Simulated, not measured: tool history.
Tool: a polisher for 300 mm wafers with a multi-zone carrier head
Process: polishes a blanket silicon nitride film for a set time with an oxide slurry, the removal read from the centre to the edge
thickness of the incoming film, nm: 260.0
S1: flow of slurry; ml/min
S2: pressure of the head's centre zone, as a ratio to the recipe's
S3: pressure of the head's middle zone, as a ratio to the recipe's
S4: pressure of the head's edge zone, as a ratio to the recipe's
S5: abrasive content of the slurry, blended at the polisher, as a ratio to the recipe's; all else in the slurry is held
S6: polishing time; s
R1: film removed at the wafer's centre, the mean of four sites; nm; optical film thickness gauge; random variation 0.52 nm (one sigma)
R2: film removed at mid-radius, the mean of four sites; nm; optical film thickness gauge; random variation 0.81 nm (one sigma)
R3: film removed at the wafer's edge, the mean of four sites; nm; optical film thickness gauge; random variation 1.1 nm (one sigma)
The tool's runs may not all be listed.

Run 1, hour 0.0: S1 160 ml/min, S2 1.00, S3 1.00, S4 1.00, S5 1.00, S6 72 s. Result: R1 70.636 nm, R2 70.807 nm, R3 71.640 nm.
Run 2, hour 1.9: S1 160 ml/min, S2 1.00, S3 1.00, S4 1.00, S5 1.15, S6 72 s. Result: R1 73.460 nm, R2 75.091 nm, R3 74.703 nm.
Run 3, hour 5.9: S1 160 ml/min, S2 1.00, S3 1.00, S4 1.00, S5 1.30, S6 72 s. Result: R1 75.756 nm, R2 79.090 nm, R3 76.603 nm.
Run 4, hour 7.9: S1 160 ml/min, S2 1.00, S3 1.00, S4 1.00, S5 1.20, S6 72 s. Result: R1 74.703 nm, R2 75.411 nm, R3 74.636 nm.
Run 5, hour 14.7: S1 160 ml/min, S2 1.00, S3 1.03, S4 1.00, S5 1.20, S6 72 s. Result: R1 74.523 nm, R2 76.119 nm, R3 75.382 nm.
Run 6, hour 19.4: S1 160 ml/min, S2 1.00, S3 1.03, S4 1.00, S5 1.10, S6 72 s. Result: R1 72.366 nm, R2 75.064 nm, R3 75.557 nm.

The next listed run, before its measurement:
Run 7, hour 25.6: S1 180 ml/min, S2 1.03, S3 1.01, S4 1.04, S5 1.05, S6 72 s. Result: R1 ?, R2 ?, R3 ?.

Run 7 gave R1 75.847 nm, R2 76.007 nm, R3 74.433 nm.

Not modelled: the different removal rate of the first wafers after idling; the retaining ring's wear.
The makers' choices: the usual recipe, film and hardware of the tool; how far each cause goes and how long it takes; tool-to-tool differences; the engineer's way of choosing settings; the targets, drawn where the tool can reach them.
